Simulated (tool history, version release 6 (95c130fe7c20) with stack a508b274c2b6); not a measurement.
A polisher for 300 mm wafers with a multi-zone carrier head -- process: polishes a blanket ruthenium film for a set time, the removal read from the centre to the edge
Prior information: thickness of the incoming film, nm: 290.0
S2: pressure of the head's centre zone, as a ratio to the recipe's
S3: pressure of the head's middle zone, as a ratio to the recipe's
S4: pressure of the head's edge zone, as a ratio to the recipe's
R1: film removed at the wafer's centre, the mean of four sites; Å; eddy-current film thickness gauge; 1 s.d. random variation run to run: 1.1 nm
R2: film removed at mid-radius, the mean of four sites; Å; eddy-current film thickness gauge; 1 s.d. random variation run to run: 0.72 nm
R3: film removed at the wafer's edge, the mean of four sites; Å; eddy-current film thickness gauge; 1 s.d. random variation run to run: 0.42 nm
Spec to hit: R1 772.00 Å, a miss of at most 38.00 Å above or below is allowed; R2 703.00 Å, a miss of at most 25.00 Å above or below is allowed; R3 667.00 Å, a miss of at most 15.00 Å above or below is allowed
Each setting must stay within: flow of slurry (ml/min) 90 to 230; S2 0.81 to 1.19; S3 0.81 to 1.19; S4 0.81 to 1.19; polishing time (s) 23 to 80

run 1 hour=0.0 | flow_of_slurry_(ml/min)=150 S2=1.00 S3=1.00 S4=1.00 polishing_time_(s)=51 | R1=530.72 R2=547.30 R3=521.51
run 2 hour=3.2 | flow_of_slurry_(ml/min)=160 S2=1.04 S3=1.02 S4=1.03 polishing_time_(s)=53 | R1=573.42 R2=583.63 R3=566.11
run 3 hour=7.6 | flow_of_slurry_(ml/min)=170 S2=1.08 S3=1.03 S4=1.02 polishing_time_(s)=54 | R1=614.90 R2=611.23 R3=572.27
run 4 hour=10.6 | flow_of_slurry_(ml/min)=170 S2=1.03 S3=1.03 S4=1.02 polishing_time_(s)=54 | R1=586.03 R2=606.23 R3=567.65
run 5 hour=17.0 | flow_of_slurry_(ml/min)=185 S2=1.03 S3=1.03 S4=1.02 polishing_time_(s)=54 | R1=597.46 R2=611.35 R3=576.53
run 6 hour=21.5 | flow_of_slurry_(ml/min)=190 S2=1.07 S3=1.04 S4=1.03 polishing_time_(s)=55 | R1=643.48 R2=627.20 R3=585.04
run 7 hour=25.6 | flow_of_slurry_(ml/min)=220 S2=1.14 S3=1.07 S4=1.13 polishing_time_(s)=60 | R1=771.19 R2=710.45 R3=685.26
run 8 hour=29.5 | flow_of_slurry_(ml/min)=220 S2=1.14 S3=1.07 S4=1.12 polishing_time_(s)=60 | R1=772.71 R2=710.09 R3=679.21

Below are 4 possible settings for the next run. Only one of them brings all results inside the allowed miss of their targets. Which is it?
run A hour=33.4 | flow_of_slurry_(ml/min)=190 S2=1.12 S3=1.00 S4=1.08 polishing_time_(s)=64 | R1=? R2=? R3=?
run B hour=33.4 | flow_of_slurry_(ml/min)=225 S2=1.17 S3=1.02 S4=1.19 polishing_time_(s)=60 | R1=? R2=? R3=?
run C hour=33.4 | flow_of_slurry_(ml/min)=215 S2=1.15 S3=1.04 S4=1.05 polishing_time_(s)=61 | R1=? R2=? R3=?
run D hour=33.4 | flow_of_slurry_(ml/min)=230 S2=1.18 S3=1.08 S4=1.14 polishing_time_(s)=61 | R1=? R2=? R3=?

move=A R1=781.67 R2=705.47 R3=704.33
move=B R1=785.01 R2=685.93 R3=706.77
move=C R1=779.90 R2=701.62 R3=670.87
move=D R1=807.36 R2=724.69 R3=703.81
A: lands further from the targets than the last run did
B: lands further from the targets than the last run did
C: every result lands within tolerance
D: lands further from the targets than the last run did
Correct choice: C, which meets every target

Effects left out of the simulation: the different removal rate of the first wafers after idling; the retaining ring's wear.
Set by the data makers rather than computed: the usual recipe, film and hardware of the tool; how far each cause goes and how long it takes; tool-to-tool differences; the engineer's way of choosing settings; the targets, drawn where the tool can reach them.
